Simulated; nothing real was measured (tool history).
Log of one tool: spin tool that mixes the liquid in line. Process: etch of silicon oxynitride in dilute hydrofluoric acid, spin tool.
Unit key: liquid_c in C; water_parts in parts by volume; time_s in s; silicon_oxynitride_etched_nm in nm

run 1 hour=0.0 | liquid_c=24.0 water_parts=135 time_s=285 | silicon_oxynitride_etched_nm=9.8616
run 2 hour=3.3 | liquid_c=26.5 water_parts=135 time_s=285 | silicon_oxynitride_etched_nm=10.9780
run 3 hour=11.8 | liquid_c=27.5 water_parts=125 time_s=285 | silicon_oxynitride_etched_nm=12.4290
run 4 hour=15.1 | liquid_c=28.5 water_parts=120 time_s=285 | silicon_oxynitride_etched_nm=13.7060
run 5 hour=23.5 | liquid_c=28.5 water_parts=120 time_s=285 | silicon_oxynitride_etched_nm=13.7530
run 6 hour=30.2 | liquid_c=28.5 water_parts=120 time_s=305 | silicon_oxynitride_etched_nm=14.7230

Predict the results of run 7:
run 7 hour=34.0 | liquid_c=29.0 water_parts=115 time_s=305 | silicon_oxynitride_etched_nm=?

Run 7 gave silicon_oxynitride_etched_nm 15.7120 nm.

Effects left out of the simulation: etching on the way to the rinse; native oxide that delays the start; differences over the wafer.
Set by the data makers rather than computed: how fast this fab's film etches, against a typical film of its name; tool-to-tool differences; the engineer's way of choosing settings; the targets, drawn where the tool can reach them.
